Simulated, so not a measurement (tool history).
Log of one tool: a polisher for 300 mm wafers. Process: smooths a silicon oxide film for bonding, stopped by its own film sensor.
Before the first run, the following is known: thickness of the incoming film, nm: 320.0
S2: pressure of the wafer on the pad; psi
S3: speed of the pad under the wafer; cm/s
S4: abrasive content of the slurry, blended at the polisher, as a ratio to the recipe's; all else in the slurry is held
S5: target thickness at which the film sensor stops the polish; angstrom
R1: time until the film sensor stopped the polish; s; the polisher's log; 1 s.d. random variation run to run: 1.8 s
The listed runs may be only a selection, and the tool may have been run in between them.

{"run": 1, "hour": 0.0, "flow of slurry (ml/min)": 215, "S2": 1.4, "S3": 116, "S4": 1.0, "S5": 3000, "R1": 44.837}
{"run": 2, "hour": 2.6, "flow of slurry (ml/min)": 215, "S2": 1.4, "S3": 98, "S4": 1.0, "S5": 3000, "R1": 52.359}
{"run": 3, "hour": 10.0, "flow of slurry (ml/min)": 195, "S2": 1.4, "S3": 98, "S4": 1.0, "S5": 3000, "R1": 51.784}
{"run": 4, "hour": 16.5, "flow of slurry (ml/min)": 195, "S2": 1.4, "S3": 84, "S4": 1.0, "S5": 3000, "R1": 60.481}
{"run": 5, "hour": 19.3, "flow of slurry (ml/min)": 195, "S2": 1.4, "S3": 84, "S4": 1.0, "S5": 3020, "R1": 51.169}
{"run": 6, "hour": 25.1, "flow of slurry (ml/min)": 195, "S2": 1.2, "S3": 80, "S4": 1.0, "S5": 3020, "R1": 65.758}
{"run": 7, "hour": 27.3, "flow of slurry (ml/min)": 195, "S2": 1.1, "S3": 78, "S4": 1.0, "S5": 3020, "R1": 72.212}

Forecast run 8:
{"run": 8, "hour": 29.9, "flow of slurry (ml/min)": 195, "S2": 1.0, "S3": 78, "S4": 1.0, "S5": 3020, "R1": "?"}

{"run 8": {"R1": 79.013}}
